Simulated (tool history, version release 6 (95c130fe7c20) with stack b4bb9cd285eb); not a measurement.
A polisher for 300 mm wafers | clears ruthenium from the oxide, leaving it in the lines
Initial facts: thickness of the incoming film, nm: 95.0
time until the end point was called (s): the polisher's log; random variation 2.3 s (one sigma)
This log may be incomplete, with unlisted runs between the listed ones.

| run | day | flow of slurry (ml/min) | pressure of the wafer on the pad (psi) | speed of the pad under the wafer (m/s) | overpolish time after the end point (s) | time until the end point was called (s) |
|---|---|---|---|---|---|---|
| 1 | 0 | 260 | 1.5 | 0.88 | 31 | 156.69 |
| 2 | 0.1 | 260 | 1.4 | 0.88 | 31 | 167.26 |
| 3 | 0.2 | 260 | 1.4 | 1.04 | 31 | 145.94 |
| 4 | 0.508 | 260 | 1.2 | 1.04 | 31 | 172.95 |
| 5 | 0.854 | 235 | 1.2 | 1.04 | 31 | 170.99 |
| 6 | 1.204 | 235 | 1.2 | 1.22 | 31 | 149.17 |

Run 7 is up next; what results do you expect?
| 7 | 1.354 | 235 | 1.1 | 1.22 | 31 | ? |

{"run 7": {"time until the end point was called (s)": 160.48}}
